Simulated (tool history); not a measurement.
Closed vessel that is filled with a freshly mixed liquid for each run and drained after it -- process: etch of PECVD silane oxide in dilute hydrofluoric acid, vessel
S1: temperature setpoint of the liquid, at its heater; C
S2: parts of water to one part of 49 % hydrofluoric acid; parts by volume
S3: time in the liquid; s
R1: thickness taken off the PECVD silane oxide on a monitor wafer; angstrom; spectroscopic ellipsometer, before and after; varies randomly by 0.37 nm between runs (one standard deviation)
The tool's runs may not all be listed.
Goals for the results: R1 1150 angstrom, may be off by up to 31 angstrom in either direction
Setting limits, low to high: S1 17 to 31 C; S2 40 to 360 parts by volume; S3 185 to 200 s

{"run": 1, "hour": 0.0, "S1": 23, "S2": 200, "S3": 185, "R1": 411.65}
{"run": 2, "hour": 4.7, "S1": 25, "S2": 165, "S3": 185, "R1": 556.99}
{"run": 3, "hour": 13.3, "S1": 26.5, "S2": 140, "S3": 185, "R1": 720.85}
{"run": 4, "hour": 14.2, "S1": 27.5, "S2": 130, "S3": 185, "R1": 818.54}
{"run": 5, "hour": 17.0, "S1": 28.5, "S2": 125, "S3": 185, "R1": 881.27}
{"hour": 23.9, "done": "thermometer replaced"}
{"run": 6, "hour": 23.9, "S1": 28.5, "S2": 180, "S3": 185, "R1": 535.73}
{"run": 7, "hour": 32.5, "S1": 29, "S2": 155, "S3": 185, "R1": 650.62}
{"run": 8, "hour": 37.8, "S1": 29, "S2": 135, "S3": 185, "R1": 769.06}
{"run": 9, "hour": 41.2, "S1": 29.5, "S2": 120, "S3": 185, "R1": 894.03}
{"run": 10, "hour": 44.6, "S1": 30, "S2": 110, "S3": 185, "R1": 1011.1}
{"run": 11, "hour": 47.7, "S1": 30, "S2": 110, "S3": 185, "R1": 1016.6}
{"run": 12, "hour": 52.7, "S1": 30, "S2": 105, "S3": 185, "R1": 1074.6}

Exercise: of the 4 proposed moves below, exactly one satisfies all targets within the stated allowed misses. Which move is it?
{"run": "A", "hour": 57.7, "S1": 30, "S2": 105, "S3": 200, "R1": "?"}
{"run": "B", "hour": 57.7, "S1": 28.5, "S2": 105, "S3": 190, "R1": "?"}
{"run": "C", "hour": 57.7, "S1": 27.5, "S2": 90, "S3": 195, "R1": "?"}
{"run": "D", "hour": 57.7, "S1": 30.5, "S2": 105, "S3": 185, "R1": "?"}

move=A R1=1154.9
move=B R1=1037
move=C R1=1219.5
move=D R1=1088.3
A: hits every target within its allowed miss
B: misses by more than the last run did
C: the result that was furthest off in the last run now lies on the other side of its target
D: moves toward the targets from the last run without getting all of them in spec
A meets every target.
